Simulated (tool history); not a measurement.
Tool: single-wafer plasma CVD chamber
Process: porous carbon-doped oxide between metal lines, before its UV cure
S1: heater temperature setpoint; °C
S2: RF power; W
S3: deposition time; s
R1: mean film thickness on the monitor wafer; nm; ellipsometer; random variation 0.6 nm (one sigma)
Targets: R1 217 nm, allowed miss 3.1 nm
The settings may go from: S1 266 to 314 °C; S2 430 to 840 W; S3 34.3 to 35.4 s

run	day	S1	S2	S3	R1
1	0	290	635	34.3	246.13
2	0.2	296	630	34.3	235.16
3	0.421	300	630	34.3	229.12
4	0.642	302	630	34.3	225.75
5	0.738	302	630	34.3	225.79
6	1.083	304	630	34.3	221.94
7	1.183	305	630	34.3	221.25
8	1.212	306	630	34.3	220.56

5 next moves are on the table. One of them brings every result within its allowed miss. Which?
A	1.242	308	620	34.9	?
B	1.242	306	645	34.5	?
C	1.242	305	615	35.4	?
D	1.242	304	650	34.3	?
E	1.242	305	630	34.5	?

move	R1
A	218.62
B	227.46
C	224.03
D	230.71
E	223.72
A: meets every target
B: further off than the last run
C: further off than the last run
D: further off than the last run
E: further off than the last run
Move A is the one to make.
